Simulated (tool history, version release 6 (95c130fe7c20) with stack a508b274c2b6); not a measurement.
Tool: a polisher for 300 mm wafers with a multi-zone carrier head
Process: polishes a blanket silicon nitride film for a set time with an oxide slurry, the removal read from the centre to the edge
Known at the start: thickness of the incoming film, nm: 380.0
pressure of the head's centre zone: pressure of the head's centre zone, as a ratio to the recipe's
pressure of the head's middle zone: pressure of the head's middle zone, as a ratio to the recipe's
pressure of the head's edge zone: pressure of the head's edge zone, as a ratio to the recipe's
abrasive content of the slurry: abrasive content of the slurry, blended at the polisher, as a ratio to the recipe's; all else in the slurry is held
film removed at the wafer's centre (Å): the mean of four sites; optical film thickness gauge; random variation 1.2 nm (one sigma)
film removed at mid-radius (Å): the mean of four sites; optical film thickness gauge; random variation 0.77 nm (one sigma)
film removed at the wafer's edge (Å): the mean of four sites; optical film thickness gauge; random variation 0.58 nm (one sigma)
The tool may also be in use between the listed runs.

run,hour,flow of slurry (ml/min),pressure of the head's centre zone,pressure of the head's middle zone,pressure of the head's edge zone,abrasive content of the slurry,polishing time (s),film removed at the wafer's centre (Å),film removed at mid-radius (Å),film removed at the wafer's edge (Å)
1,0,270,1,1,1,1,80,840.96,867.22,883.08
2,8.6,270,1,1.04,1,1,80,823.25,880.43,883.18
3,12,270,1.01,1.04,0.98,1,80,872.35,897.73,882.25
4,17.2,270,1.01,1.04,0.97,1,80,870.37,899.49,877.6
5,23.9,270,1.01,1.11,0.97,1,80,854.41,947.88,869.36
6,27,270,1.01,1.08,0.97,1,80,857.87,932.64,875.89
7,30.5,270,1.01,1.07,0.96,1,80,851.05,926.62,868.33
8,32.2,270,1.02,1.06,0.95,1,80,889.06,913.91,861.76
9,40.8,270,1.02,1.05,0.94,1,80,871.81,888.32,865.26

Run 10 comes next. What will it give?
10,45.4,270,1.02,1.05,0.93,1,80,?,?,?

film removed at the wafer's centre (Å): 856.25
film removed at mid-radius (Å): 918.74
film removed at the wafer's edge (Å): 853.94
